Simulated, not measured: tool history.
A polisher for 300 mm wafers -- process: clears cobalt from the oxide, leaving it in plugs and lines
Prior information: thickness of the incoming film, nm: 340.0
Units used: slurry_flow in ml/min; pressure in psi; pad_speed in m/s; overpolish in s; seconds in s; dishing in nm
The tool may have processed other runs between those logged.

run	day	slurry_flow	pressure	pad_speed	overpolish	seconds	dishing
1	0	200	1.8	1.18	15	74.712	44.276
2	0.029	200	1.8	1.18	20	71.301	50.841
3	0.375	200	2.1	1.18	20	65.267	56.151
4	0.475	200	2	1.18	19	67.939	52.376
5	0.708	200	2	1.18	18	67.552	49.814
6	0.85	200	2	0.94	18	84.53	46.644

Expected results for the next run?
7	0.875	200	2	0.96	17	?	?

seconds: 82.949 s
dishing: 43.706 nm

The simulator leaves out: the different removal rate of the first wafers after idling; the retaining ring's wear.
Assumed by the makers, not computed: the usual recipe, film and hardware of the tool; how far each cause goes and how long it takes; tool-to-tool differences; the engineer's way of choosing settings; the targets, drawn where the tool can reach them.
